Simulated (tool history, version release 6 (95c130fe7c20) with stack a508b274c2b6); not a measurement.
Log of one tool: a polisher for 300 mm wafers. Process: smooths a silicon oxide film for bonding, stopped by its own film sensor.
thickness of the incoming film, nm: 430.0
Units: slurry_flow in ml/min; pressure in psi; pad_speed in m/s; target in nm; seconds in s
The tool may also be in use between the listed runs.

run 1 hour=0.0 | slurry_flow=245 pressure=2.7 pad_speed=0.78 slurry_solids=1.0 target=312 | seconds=119.790
run 2 hour=3.7 | slurry_flow=245 pressure=2.9 pad_speed=0.82 slurry_solids=1.0 target=312 | seconds=111.150
run 3 hour=9.3 | slurry_flow=245 pressure=3.1 pad_speed=0.88 slurry_solids=1.0 target=312 | seconds=97.844
run 4 hour=17.3 | slurry_flow=245 pressure=3.3 pad_speed=0.92 slurry_solids=1.0 target=312 | seconds=90.461
run 5 hour=23.8 | slurry_flow=245 pressure=3.4 pad_speed=0.96 slurry_solids=1.0 target=312 | seconds=82.830
run 6 hour=29.6 | slurry_flow=245 pressure=3.7 pad_speed=0.96 slurry_solids=1.0 target=312 | seconds=79.588
run 7 hour=31.6 | slurry_flow=245 pressure=3.8 pad_speed=1.00 slurry_solids=1.0 target=312 | seconds=73.300
run 8 hour=33.4 | slurry_flow=245 pressure=3.9 pad_speed=1.02 slurry_solids=1.0 target=312 | seconds=73.342

Forecast run 9:
run 9 hour=39.4 | slurry_flow=245 pressure=3.9 pad_speed=1.02 slurry_solids=1.0 target=312 | seconds=?

Run 9 gave seconds 69.696 s.

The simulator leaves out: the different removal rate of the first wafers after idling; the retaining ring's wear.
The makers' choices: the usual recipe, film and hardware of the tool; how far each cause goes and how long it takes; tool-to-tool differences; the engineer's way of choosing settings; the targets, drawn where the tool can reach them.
